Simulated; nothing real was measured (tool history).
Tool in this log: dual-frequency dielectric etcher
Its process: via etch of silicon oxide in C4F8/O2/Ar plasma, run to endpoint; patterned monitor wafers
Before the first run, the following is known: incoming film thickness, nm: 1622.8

Run 1, hour 0: source power (kW) 2.35, bias power (kW) 2.811. Result: endpoint time (s) 277.69.
Run 2, hour 8.8: source power (kW) 2.42, bias power (kW) 2.845. Result: endpoint time (s) 272.35.
Run 3, hour 13.3: source power (kW) 2.48, bias power (kW) 2.871. Result: endpoint time (s) 271.17.
Run 4, hour 18.4: source power (kW) 2.17, bias power (kW) 2.871. Result: endpoint time (s) 278.45.
Run 5, hour 21.5: source power (kW) 1.93, bias power (kW) 2.871. Result: endpoint time (s) 288.45.
Run 6, hour 24.9: source power (kW) 1.93, bias power (kW) 2.483. Result: endpoint time (s) 299.78.
Run 7, hour 31: source power (kW) 2.05, bias power (kW) 2.592. Result: endpoint time (s) 294.97.
Run 8, hour 38.8: source power (kW) 2.15, bias power (kW) 2.683. Result: endpoint time (s) 286.8.
Run 9, hour 45.1: source power (kW) 2.15, bias power (kW) 2.683. Result: endpoint time (s) 283.76.
Run 10, hour 49.6: source power (kW) 2.25, bias power (kW) 2.76. Result: endpoint time (s) 281.16.
Run 11, hour 50.7: source power (kW) 2.33, bias power (kW) 2.834. Result: endpoint time (s) 280.34.
Run 12, hour 55.5: source power (kW) 2.42, bias power (kW) 2.944. Result: endpoint time (s) 270.92.

Run 13, settings as shown, results not yet in. Your forecast:
Run 13, hour 57.8: source power (kW) 2.48, bias power (kW) 3. Result: endpoint time (s) ?.

endpoint time (s): 264.17
